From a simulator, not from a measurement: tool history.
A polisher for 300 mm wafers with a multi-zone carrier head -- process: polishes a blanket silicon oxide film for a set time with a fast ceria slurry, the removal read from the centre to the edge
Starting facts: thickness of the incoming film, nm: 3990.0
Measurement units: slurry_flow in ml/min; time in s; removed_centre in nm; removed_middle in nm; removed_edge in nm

run  hour  slurry_flow  centre_zone  middle_zone  edge_zone  time  removed_centre  removed_middle  removed_edge
  1     0          160            1            1          1    51             483          487.38        470.57
  2   3.8          165         1.01         1.01       1.02    53          519.58          537.17        507.13
  3   7.1          170         1.02         1.01       1.05    54          524.34          530.28        515.91
  4  11.5          175         1.03         1.02       1.06    56          569.56          556.53        540.92
  5  17.3          175         1.03         1.03       1.07    57          578.11          586.47        563.63
  6  21.2          180         1.04         1.04       1.09    58          584.16          594.06        587.26

Estimate the outcome of run 7 from the log above:
  7  23.3          210         1.12         1.12        1.1    63               ?               ?             ?

Run 7 gave removed_centre 718.18 nm, removed_middle 694.22 nm, removed_edge 630.41 nm.
